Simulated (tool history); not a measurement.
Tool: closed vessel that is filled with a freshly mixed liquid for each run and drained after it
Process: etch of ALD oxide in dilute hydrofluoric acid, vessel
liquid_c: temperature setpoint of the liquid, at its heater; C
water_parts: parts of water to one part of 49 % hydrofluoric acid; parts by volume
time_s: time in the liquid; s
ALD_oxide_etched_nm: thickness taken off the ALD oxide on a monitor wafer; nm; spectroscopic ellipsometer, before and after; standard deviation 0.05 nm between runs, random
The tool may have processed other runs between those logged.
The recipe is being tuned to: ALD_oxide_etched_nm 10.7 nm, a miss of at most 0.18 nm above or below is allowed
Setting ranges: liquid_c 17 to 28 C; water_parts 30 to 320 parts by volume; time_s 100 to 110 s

run  hour  liquid_c  water_parts  time_s  ALD_oxide_etched_nm
  1     0        20          175     100               11.988
  2   6.5      22.5          175     100               13.285
  3   8.8      22.5          135     100               17.977
  4  10.9      22.5          135     100               18.071
  5  12.9      21.5          140     100               16.584
  6  21.8      20.5          145     100               15.258
  7  29.3        20          150     100               14.359
  8  37.2        17          180     100               10.273

Exercise: of the 4 proposed moves below, exactly one satisfies all targets within the stated allowed misses. Which move is it?
  A  45.1        17          190     100                    ?
  B  45.1        17          190     105                    ?
  C  45.1        17          175     105                    ?
  D  45.1        17          175     100                    ?

move  ALD_oxide_etched_nm
   A               9.6486
   B               10.131
   C               11.154
   D               10.623
A: moves away from the targets compared with the last run
B: moves away from the targets compared with the last run
C: the result that was furthest off in the last run now lies on the other side of its target
D: hits every target within its allowed miss
The move that meets every target is D.
